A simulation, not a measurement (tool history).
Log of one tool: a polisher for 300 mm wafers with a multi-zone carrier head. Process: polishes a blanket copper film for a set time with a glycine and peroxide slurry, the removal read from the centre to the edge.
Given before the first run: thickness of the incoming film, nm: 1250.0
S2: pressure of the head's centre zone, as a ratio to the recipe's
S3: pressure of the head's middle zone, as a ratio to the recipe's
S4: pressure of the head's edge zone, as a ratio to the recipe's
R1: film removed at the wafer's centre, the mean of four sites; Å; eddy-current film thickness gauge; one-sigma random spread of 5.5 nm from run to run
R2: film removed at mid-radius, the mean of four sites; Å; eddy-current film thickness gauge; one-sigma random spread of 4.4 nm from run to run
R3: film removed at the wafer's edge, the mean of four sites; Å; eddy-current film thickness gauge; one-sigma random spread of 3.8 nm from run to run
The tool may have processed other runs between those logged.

{"run": 1, "hour": 0.0, "flow of slurry (ml/min)": 270, "S2": 1.0, "S3": 1.0, "S4": 1.0, "polishing time (s)": 56, "R1": 5005.8, "R2": 5346.1, "R3": 4831.2}
{"run": 2, "hour": 5.2, "flow of slurry (ml/min)": 270, "S2": 1.07, "S3": 1.0, "S4": 1.0, "polishing time (s)": 56, "R1": 5348.1, "R2": 5297.7, "R3": 4896.5}
{"run": 3, "hour": 13.1, "flow of slurry (ml/min)": 270, "S2": 1.07, "S3": 0.94, "S4": 1.0, "polishing time (s)": 56, "R1": 5355.3, "R2": 5004.2, "R3": 4845.5}
{"run": 4, "hour": 22.0, "flow of slurry (ml/min)": 265, "S2": 1.03, "S3": 0.92, "S4": 0.97, "polishing time (s)": 53, "R1": 4923.6, "R2": 4626.8, "R3": 4530.5}
{"hour": 28.8, "done": "edge zone pressure recalibrated"}
{"run": 5, "hour": 28.8, "flow of slurry (ml/min)": 265, "S2": 1.01, "S3": 0.92, "S4": 0.95, "polishing time (s)": 51, "R1": 4601.3, "R2": 4403.5, "R3": 4405.5}
{"run": 6, "hour": 37.6, "flow of slurry (ml/min)": 265, "S2": 1.01, "S3": 0.94, "S4": 0.94, "polishing time (s)": 49, "R1": 4459.0, "R2": 4277.9, "R3": 4259.5}

For run 7, what comes out?
{"run": 7, "hour": 46.1, "flow of slurry (ml/min)": 255, "S2": 0.96, "S3": 0.97, "S4": 0.84, "polishing time (s)": 43, "R1": "?", "R2": "?", "R3": "?"}

Run 7 measured R1 3783.6 Å, R2 3974.9 Å, R3 3504.6 Å.
